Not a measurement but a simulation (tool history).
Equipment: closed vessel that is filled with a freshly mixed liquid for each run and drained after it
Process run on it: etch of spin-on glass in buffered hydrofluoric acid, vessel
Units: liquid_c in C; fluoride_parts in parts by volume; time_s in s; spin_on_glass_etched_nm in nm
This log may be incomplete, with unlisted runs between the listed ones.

run    day  liquid_c  fluoride_parts  time_s  spin_on_glass_etched_nm
  1  0.000      24.0              11      90                   147.12
  2  0.238      24.0              11      90                   147.81
  3  0.338      25.5              11      90                   159.75
  4  0.483      22.5              11      90                   135.15
  5  0.562      24.0              11      90                   147.79
  6  0.921      25.5              11      90                   159.23
  7  1.075      26.5              11      90                   168.76

Forecast run 8:
  8  1.238      27.0              11      90                        ?

Run 8 came out at spin_on_glass_etched_nm 171.73 nm.
